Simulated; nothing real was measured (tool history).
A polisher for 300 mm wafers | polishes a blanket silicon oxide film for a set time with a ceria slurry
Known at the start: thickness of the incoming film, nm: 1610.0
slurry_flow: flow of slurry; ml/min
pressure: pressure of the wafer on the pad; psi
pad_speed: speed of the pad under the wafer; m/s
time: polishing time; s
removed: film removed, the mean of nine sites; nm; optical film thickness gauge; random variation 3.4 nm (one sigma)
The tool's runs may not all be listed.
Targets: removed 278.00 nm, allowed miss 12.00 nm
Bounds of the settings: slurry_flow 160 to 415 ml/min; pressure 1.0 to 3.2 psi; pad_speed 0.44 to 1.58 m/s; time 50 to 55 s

run 1 day=0.000 | slurry_flow=265 pressure=2.1 pad_speed=1.00 time=55 | removed=155.77
run 2 day=0.275 | slurry_flow=265 pressure=2.1 pad_speed=1.00 time=50 | removed=144.63
run 3 day=0.600 | slurry_flow=265 pressure=2.1 pad_speed=1.00 time=55 | removed=158.06
run 4 day=0.938 | slurry_flow=265 pressure=2.3 pad_speed=1.02 time=55 | removed=171.24
run 5 day=1.171 | slurry_flow=265 pressure=2.5 pad_speed=1.04 time=55 | removed=180.85
run 6 day=1.417 | slurry_flow=265 pressure=2.5 pad_speed=0.84 time=55 | removed=154.77
run 7 day=1.729 | slurry_flow=265 pressure=2.6 pad_speed=0.92 time=55 | removed=170.59
run 8 day=1.979 | slurry_flow=265 pressure=2.7 pad_speed=0.98 time=55 | removed=184.12
run 9 day=2.225 | slurry_flow=265 pressure=2.8 pad_speed=1.04 time=55 | removed=198.80

Which of these 4 next moves meets every target?
run A day=2.471 | slurry_flow=210 pressure=2.6 pad_speed=0.78 time=50 | removed=?
run B day=2.471 | slurry_flow=275 pressure=3.2 pad_speed=1.32 time=55 | removed=?
run C day=2.471 | slurry_flow=180 pressure=3.2 pad_speed=1.28 time=55 | removed=?
run D day=2.471 | slurry_flow=265 pressure=3.1 pad_speed=1.34 time=52 | removed=?

move=A removed=131.29
move=B removed=275.25
move=C removed=252.68
move=D removed=256.36
A: further off than the last run
B: meets every target
C: nearer than the last run, and not there yet
D: nearer than the last run, and not there yet
Move B is the one to make.
